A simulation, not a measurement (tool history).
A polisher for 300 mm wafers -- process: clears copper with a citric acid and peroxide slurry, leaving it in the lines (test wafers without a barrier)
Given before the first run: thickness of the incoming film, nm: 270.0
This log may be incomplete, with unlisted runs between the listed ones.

run,hour,flow of slurry (ml/min),pressure of the wafer on the pad (kPa),speed of the pad under the wafer (m/s),abrasive content of the slurry,overpolish time after the end point (s),time until the end point was called (s),dishing of a wide line in a test structure (Å)
1,0.0,155,14.5,1.38,1.00,22,116.82,362.270
2,3.2,155,14.5,1.38,1.20,22,110.84,375.590
3,6.1,155,13.8,1.36,1.25,20,110.56,334.330
4,13.9,160,13.1,1.34,1.25,19,117.57,304.340
5,14.6,160,13.1,1.34,1.40,19,115.78,312.260
6,21.9,160,12.4,1.34,1.40,18,117.07,295.130
7,22.5,185,8.3,1.22,1.35,8,167.33,104.240
# hour 28.5: head pressure recalibrated
8,28.5,180,8.3,1.22,1.35,8,172.27,99.719

Run 9 comes next. What will it give?
9,31.1,180,8.3,1.22,1.35,8,?,?

For run 9 the tool returned time until the end point was called (s) 173.36, dishing of a wide line in a test structure (Å) 97.916.

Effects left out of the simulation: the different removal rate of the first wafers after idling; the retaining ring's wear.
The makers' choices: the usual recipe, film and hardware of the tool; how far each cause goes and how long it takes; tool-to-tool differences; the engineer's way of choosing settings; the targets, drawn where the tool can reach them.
